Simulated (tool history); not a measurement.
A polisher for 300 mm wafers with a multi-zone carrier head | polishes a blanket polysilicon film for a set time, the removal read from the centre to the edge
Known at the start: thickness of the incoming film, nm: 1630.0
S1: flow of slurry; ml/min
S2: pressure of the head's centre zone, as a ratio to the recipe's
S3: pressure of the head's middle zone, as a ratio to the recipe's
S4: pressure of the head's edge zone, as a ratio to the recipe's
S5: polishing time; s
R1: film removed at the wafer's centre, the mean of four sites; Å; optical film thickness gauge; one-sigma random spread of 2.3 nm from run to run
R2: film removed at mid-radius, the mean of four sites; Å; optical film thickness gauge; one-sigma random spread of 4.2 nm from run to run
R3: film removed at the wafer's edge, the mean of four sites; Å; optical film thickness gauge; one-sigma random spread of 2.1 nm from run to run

run 1 day=0.000 | S1=285 S2=1.00 S3=1.00 S4=1.00 S5=50 | R1=6001.2 R2=5969.7 R3=6110.9
run 2 day=0.254 | S1=240 S2=1.00 S3=1.00 S4=1.00 S5=50 | R1=5849.8 R2=5953.8 R3=5971.9
run 3 day=0.421 | S1=240 S2=0.98 S3=0.94 S4=0.96 S5=40 | R1=4634.1 R2=4315.2 R3=4702.1
run 4 day=0.588 | S1=240 S2=0.90 S3=0.94 S4=0.96 S5=40 | R1=4256.9 R2=4497.9 R3=4731.9
run 5 day=0.788 | S1=230 S2=0.90 S3=0.92 S4=0.91 S5=35 | R1=3674.1 R2=3799.9 R3=3961.0
run 6 day=0.829 | S1=230 S2=0.90 S3=0.89 S4=0.91 S5=35 | R1=3695.0 R2=3584.9 R3=4049.1

Run 7 is up next; what results do you expect?
run 7 day=1.046 | S1=225 S2=0.91 S3=0.89 S4=0.88 S5=33 | R1=? R2=? R3=?

R1: 3521.3 Å
R2: 3514.2 Å
R3: 3704.9 Å
